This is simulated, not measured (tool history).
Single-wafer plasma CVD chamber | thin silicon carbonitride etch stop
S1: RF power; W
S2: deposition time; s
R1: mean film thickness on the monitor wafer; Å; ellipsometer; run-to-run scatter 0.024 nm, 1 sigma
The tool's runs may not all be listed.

run 1 day=0.000 | S1=235 S2=14.4 | R1=85.884
run 2 day=0.350 | S1=235 S2=15.1 | R1=90.222
run 3 day=0.412 | S1=235 S2=16.0 | R1=95.466
run 4 day=0.729 | S1=220 S2=14.5 | R1=85.286
run 5 day=0.850 | S1=220 S2=13.4 | R1=79.250
run 6 day=1.067 | S1=215 S2=12.7 | R1=74.814

What does the tool deliver on the next run?
run 7 day=1.304 | S1=210 S2=12.3 | R1=?

R1: 71.468 Å
